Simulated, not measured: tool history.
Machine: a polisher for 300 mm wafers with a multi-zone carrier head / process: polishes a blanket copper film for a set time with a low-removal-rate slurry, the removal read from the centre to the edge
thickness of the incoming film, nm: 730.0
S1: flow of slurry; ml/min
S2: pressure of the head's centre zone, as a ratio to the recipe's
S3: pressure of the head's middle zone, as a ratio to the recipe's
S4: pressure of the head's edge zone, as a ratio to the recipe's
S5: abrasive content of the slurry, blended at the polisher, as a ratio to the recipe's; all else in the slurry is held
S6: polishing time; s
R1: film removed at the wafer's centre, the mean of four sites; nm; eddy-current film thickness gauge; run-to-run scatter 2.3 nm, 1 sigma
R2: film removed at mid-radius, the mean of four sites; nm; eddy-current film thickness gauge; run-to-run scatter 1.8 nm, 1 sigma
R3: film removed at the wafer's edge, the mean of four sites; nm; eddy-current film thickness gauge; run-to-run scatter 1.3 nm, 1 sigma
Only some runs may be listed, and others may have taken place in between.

run	day	S1	S2	S3	S4	S5	S6	R1	R2	R3
1	0	180	1	1	1	1	41	131.96	137.71	132.6
2	0.158	180	1	0.93	1	1	41	133.41	129.33	133.81
3	0.342	180	1	0.93	1	1	32	108.34	99.399	105.39
4	0.662	195	1.03	0.96	1.03	1.1	35	122.02	116.82	119.63
5	0.946	195	1.03	0.96	1.03	1.1	29	103.15	97.401	99.692
6	1.067	195	0.98	0.96	1.03	1.1	29	96.742	98.113	98.418
7	1.358	205	1.02	0.98	1.05	1.2	33	118.19	115.62	116.12
8	1.608	210	1.04	1.01	1.07	1.25	35	130.38	126.44	124.11
9	1.767	215	1.04	1.03	1.09	1.3	37	139.8	139.67	135.12
10	2.012	250	1.13	1.1	1.19	1.5	42	179.67	171.83	168.26
11	2.071	255	1.13	1.11	1.19	1.5	42	182.01	174.5	166.64

Predict the results of run 12:
12	2.292	255	1.12	1.11	1.19	1.5	42	?	?	?

{"run 12": {"R1": 177.64, "R2": 175.07, "R3": 165.93}}
